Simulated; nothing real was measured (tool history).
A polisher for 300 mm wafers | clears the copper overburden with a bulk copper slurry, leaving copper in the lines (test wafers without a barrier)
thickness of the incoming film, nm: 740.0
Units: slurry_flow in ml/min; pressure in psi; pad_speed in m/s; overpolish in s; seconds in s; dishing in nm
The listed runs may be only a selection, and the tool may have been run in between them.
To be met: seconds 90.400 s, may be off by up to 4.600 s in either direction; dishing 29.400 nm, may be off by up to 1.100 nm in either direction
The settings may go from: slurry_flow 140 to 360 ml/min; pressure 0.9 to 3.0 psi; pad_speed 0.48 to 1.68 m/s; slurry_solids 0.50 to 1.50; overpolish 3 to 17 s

{"run": 1, "hour": 0.0, "slurry_flow": 230, "pressure": 1.9, "pad_speed": 1.08, "slurry_solids": 1.0, "overpolish": 9, "seconds": 114.82, "dishing": 39.028}
{"run": 2, "hour": 6.0, "slurry_flow": 235, "pressure": 2.0, "pad_speed": 1.1, "slurry_solids": 1.0, "overpolish": 7, "seconds": 110.77, "dishing": 33.553}
{"run": 3, "hour": 6.7, "slurry_flow": 235, "pressure": 2.3, "pad_speed": 1.1, "slurry_solids": 1.0, "overpolish": 7, "seconds": 94.795, "dishing": 36.664}
{"run": 4, "hour": 8.2, "slurry_flow": 235, "pressure": 2.4, "pad_speed": 1.08, "slurry_solids": 1.0, "overpolish": 6, "seconds": 92.108, "dishing": 34.284}
{"hour": 9.1, "done": "slurry nozzle cleaned"}
{"run": 5, "hour": 9.1, "slurry_flow": 235, "pressure": 2.4, "pad_speed": 1.08, "slurry_solids": 1.0, "overpolish": 4, "seconds": 87.607, "dishing": 25.17}
{"run": 6, "hour": 18.0, "slurry_flow": 190, "pressure": 2.4, "pad_speed": 1.08, "slurry_solids": 1.0, "overpolish": 4, "seconds": 86.727, "dishing": 24.793}
{"run": 7, "hour": 26.1, "slurry_flow": 215, "pressure": 2.4, "pad_speed": 1.08, "slurry_solids": 1.0, "overpolish": 4, "seconds": 87.752, "dishing": 24.816}
{"run": 8, "hour": 34.3, "slurry_flow": 215, "pressure": 2.4, "pad_speed": 1.06, "slurry_solids": 1.0, "overpolish": 7, "seconds": 87.961, "dishing": 39.4}
{"run": 9, "hour": 35.6, "slurry_flow": 200, "pressure": 2.3, "pad_speed": 1.08, "slurry_solids": 1.0, "overpolish": 7, "seconds": 89.739, "dishing": 38.039}
{"run": 10, "hour": 44.4, "slurry_flow": 185, "pressure": 2.3, "pad_speed": 1.08, "slurry_solids": 1.0, "overpolish": 7, "seconds": 93.212, "dishing": 37.929}
{"run": 11, "hour": 49.2, "slurry_flow": 185, "pressure": 2.3, "pad_speed": 1.08, "slurry_solids": 1.0, "overpolish": 6, "seconds": 95.234, "dishing": 33.388}
{"run": 12, "hour": 56.3, "slurry_flow": 205, "pressure": 2.3, "pad_speed": 1.08, "slurry_solids": 1.0, "overpolish": 6, "seconds": 92.964, "dishing": 33.78}
{"run": 13, "hour": 60.0, "slurry_flow": 215, "pressure": 2.3, "pad_speed": 1.08, "slurry_solids": 1.0, "overpolish": 6, "seconds": 93.282, "dishing": 32.921}

Next run, 4 choices. One meets every target within its allowed miss, the rest don't. Which?
{"run": "A", "hour": 63.7, "slurry_flow": 195, "pressure": 2.3, "pad_speed": 1.32, "slurry_solids": 0.9, "overpolish": 5, "seconds": "?", "dishing": "?"}
{"run": "B", "hour": 63.7, "slurry_flow": 200, "pressure": 2.2, "pad_speed": 1.22, "slurry_solids": 0.8, "overpolish": 5, "seconds": "?", "dishing": "?"}
{"run": "C", "hour": 63.7, "slurry_flow": 190, "pressure": 2.2, "pad_speed": 1.4, "slurry_solids": 0.75, "overpolish": 5, "seconds": "?", "dishing": "?"}
{"run": "D", "hour": 63.7, "slurry_flow": 165, "pressure": 2.4, "pad_speed": 1.24, "slurry_solids": 0.85, "overpolish": 5, "seconds": "?", "dishing": "?"}

move=A seconds=78.227 dishing=32.735
move=B seconds=88.727 dishing=29.346
move=C seconds=80.008 dishing=32.038
move=D seconds=81.062 dishing=31.842
A: nearer than the last run, and not there yet
B: all results land within tolerance of their targets
C: nearer than the last run, and not there yet
D: nearer than the last run, and not there yet
B is the move that brings every result within its allowed miss.
